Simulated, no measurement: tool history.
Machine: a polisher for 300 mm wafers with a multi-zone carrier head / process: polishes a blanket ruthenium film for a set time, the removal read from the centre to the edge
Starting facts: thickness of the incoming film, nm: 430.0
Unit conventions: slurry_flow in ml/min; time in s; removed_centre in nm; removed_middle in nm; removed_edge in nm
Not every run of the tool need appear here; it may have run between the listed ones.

| run | hour | slurry_flow | centre_zone | middle_zone | edge_zone | time | removed_centre | removed_middle | removed_edge |
|---|---|---|---|---|---|---|---|---|---|
| 1 | 0.0 | 145 | 1.00 | 1.00 | 1.00 | 50 | 74.763 | 76.108 | 75.914 |
| 2 | 9.0 | 155 | 1.02 | 0.98 | 1.04 | 51 | 78.863 | 77.425 | 80.673 |
| 3 | 11.1 | 155 | 1.02 | 1.06 | 1.04 | 51 | 77.286 | 82.721 | 80.915 |
| 4 | 14.7 | 155 | 1.02 | 1.06 | 1.12 | 51 | 79.117 | 82.589 | 82.698 |
| 5 | 21.7 | 155 | 1.10 | 1.06 | 1.12 | 51 | 84.113 | 82.723 | 82.554 |
| 6 | 28.8 | 160 | 1.09 | 1.03 | 1.14 | 52 | 86.490 | 83.428 | 82.715 |
| 7 | 36.1 | 145 | 1.08 | 1.00 | 1.15 | 55 | 87.722 | 83.400 | 89.051 |
| 8 | 37.0 | 140 | 1.09 | 0.98 | 1.16 | 56 | 90.383 | 82.486 | 91.817 |
| 9 | 41.7 | 140 | 1.10 | 0.97 | 1.17 | 57 | 92.899 | 84.219 | 93.930 |
| 10 | 47.4 | 140 | 1.10 | 0.96 | 1.17 | 57 | 92.700 | 83.182 | 96.594 |

What will run 11 give?
| 11 | 54.4 | 140 | 1.11 | 0.96 | 1.17 | 57 | ? | ? | ? |

For run 11 the tool returned removed_centre 95.553 nm, removed_middle 81.762 nm, removed_edge 93.801 nm.

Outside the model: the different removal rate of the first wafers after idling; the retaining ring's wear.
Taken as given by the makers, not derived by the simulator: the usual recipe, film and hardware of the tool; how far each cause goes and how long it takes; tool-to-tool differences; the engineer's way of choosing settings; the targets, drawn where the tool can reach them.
